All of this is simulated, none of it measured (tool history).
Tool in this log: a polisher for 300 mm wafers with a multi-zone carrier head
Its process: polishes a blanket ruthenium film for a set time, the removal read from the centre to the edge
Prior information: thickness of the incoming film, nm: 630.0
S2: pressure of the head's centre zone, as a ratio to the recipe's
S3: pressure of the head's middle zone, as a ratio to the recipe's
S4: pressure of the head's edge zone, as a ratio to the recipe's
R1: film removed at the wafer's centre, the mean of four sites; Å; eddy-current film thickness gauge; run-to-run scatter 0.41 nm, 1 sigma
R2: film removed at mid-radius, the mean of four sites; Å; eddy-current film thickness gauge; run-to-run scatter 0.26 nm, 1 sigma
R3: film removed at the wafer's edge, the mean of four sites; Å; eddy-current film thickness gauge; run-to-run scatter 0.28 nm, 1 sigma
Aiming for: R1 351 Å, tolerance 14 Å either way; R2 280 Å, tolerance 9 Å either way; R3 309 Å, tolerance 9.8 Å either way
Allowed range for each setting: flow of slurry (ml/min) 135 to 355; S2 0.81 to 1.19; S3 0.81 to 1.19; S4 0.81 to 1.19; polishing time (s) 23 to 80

run 1 hour=0 | flow_of_slurry_(ml/min)=225 S2=1 S3=1 S4=1 polishing_time_(s)=51 | R1=424.23 R2=400.41 R3=387.35
run 2 hour=7.8 | flow_of_slurry_(ml/min)=225 S2=1 S3=1 S4=1.07 polishing_time_(s)=51 | R1=420.18 R2=399.28 R3=394.72
run 3 hour=10 | flow_of_slurry_(ml/min)=225 S2=1 S3=1 S4=1.07 polishing_time_(s)=46 | R1=385.28 R2=363.53 R3=360.57
run 4 hour=12.6 | flow_of_slurry_(ml/min)=225 S2=1 S3=1 S4=0.99 polishing_time_(s)=46 | R1=382.37 R2=369.15 R3=353.98
run 5 hour=18.8 | flow_of_slurry_(ml/min)=260 S2=1 S3=1 S4=0.99 polishing_time_(s)=46 | R1=379.68 R2=371.87 R3=353.99
run 6 hour=27.4 | flow_of_slurry_(ml/min)=260 S2=1 S3=1 S4=0.92 polishing_time_(s)=46 | R1=380.53 R2=363.78 R3=345.79
run 7 hour=30.4 | flow_of_slurry_(ml/min)=255 S2=1 S3=0.96 S4=0.91 polishing_time_(s)=45 | R1=376.1 R2=348.33 R3=333.72
run 8 hour=36.3 | flow_of_slurry_(ml/min)=200 S2=1.02 S3=0.86 S4=1.01 polishing_time_(s)=40 | R1=340.39 R2=277.12 R3=299.68
run 9 hour=41.6 | flow_of_slurry_(ml/min)=200 S2=1.02 S3=0.86 S4=1.02 polishing_time_(s)=40 | R1=329.18 R2=280.57 R3=305.95

Which single option among these 5 for the next run brings every result within its allowed miss of target? Just one does.
run A hour=46.9 | flow_of_slurry_(ml/min)=180 S2=0.98 S3=0.88 S4=1.09 polishing_time_(s)=40 | R1=? R2=? R3=?
run B hour=46.9 | flow_of_slurry_(ml/min)=200 S2=0.95 S3=0.91 S4=1.06 polishing_time_(s)=40 | R1=? R2=? R3=?
run C hour=46.9 | flow_of_slurry_(ml/min)=230 S2=0.94 S3=0.86 S4=1.05 polishing_time_(s)=41 | R1=? R2=? R3=?
run D hour=46.9 | flow_of_slurry_(ml/min)=245 S2=1.06 S3=0.87 S4=1.05 polishing_time_(s)=40 | R1=? R2=? R3=?
run E hour=46.9 | flow_of_slurry_(ml/min)=210 S2=0.88 S3=0.89 S4=1.11 polishing_time_(s)=40 | R1=? R2=? R3=?

move=A R1=325.19 R2=282.39 R3=310.12
move=B R1=318.25 R2=292.84 R3=308.47
move=C R1=326.61 R2=289.61 R3=317.78
move=D R1=361.33 R2=286.44 R3=311.12
move=E R1=296 R2=288.69 R3=315.22
A: lands further from the targets than the last run did
B: lands further from the targets than the last run did
C: lands further from the targets than the last run did
D: all results in spec
E: lands further from the targets than the last run did
The move that meets every target is D.
